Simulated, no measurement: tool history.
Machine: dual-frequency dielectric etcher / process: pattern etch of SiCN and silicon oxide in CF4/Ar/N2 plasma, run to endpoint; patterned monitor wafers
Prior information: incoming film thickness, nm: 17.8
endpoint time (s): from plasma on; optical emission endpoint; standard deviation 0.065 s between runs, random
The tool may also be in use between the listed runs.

run  hour  source power (kW)  bias power (kW)  Ar flow (sccm)  CF4 flow (sccm)  endpoint time (s)
  1     0               0.58            0.087             136               73             15.177
  2   5.2               0.53            0.087             136               73             16.218
  3  10.2               0.62            0.087             136               73             14.405
  4  13.8               0.62            0.087             125               73              14.17
  5  20.4               0.57            0.086             125               73             15.176
  6  21.8               0.64            0.086             125               73             14.019
  7  28.8               0.58            0.085             125               73             15.203
  8  37.8               0.54            0.084             125               73             15.994

Run 9, settings as shown, results not yet in. Your forecast:
  9  46.2               0.51            0.084             125               73                  ?

endpoint time (s): 16.584

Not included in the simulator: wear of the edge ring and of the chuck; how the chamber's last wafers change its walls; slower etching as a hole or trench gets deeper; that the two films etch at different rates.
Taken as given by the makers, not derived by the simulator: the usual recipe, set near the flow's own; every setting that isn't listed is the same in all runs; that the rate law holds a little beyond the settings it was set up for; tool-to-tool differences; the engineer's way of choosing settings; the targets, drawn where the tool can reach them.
